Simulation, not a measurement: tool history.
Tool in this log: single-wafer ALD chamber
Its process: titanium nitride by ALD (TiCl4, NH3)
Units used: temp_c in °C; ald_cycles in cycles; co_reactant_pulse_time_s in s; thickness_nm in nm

run  hour  temp_c  ald_cycles  co_reactant_pulse_time_s  thickness_nm
  1     0     375         153                      2.79        3.3399
  2   3.7     370         153                      2.79        3.3095
  3   9.8     368         153                      2.57        3.2884
  4  16.2     366         153                      2.38        3.2351
  5  21.8     364         153                      2.21        3.2447
  6  27.6     364         158                      2.21        3.2944
  7  33.6     362         157                      2.06         3.251

What does the tool deliver on the next run?
  8  35.1     361         157                      1.93             ?

{"run 8": {"thickness_nm": 3.2106}}
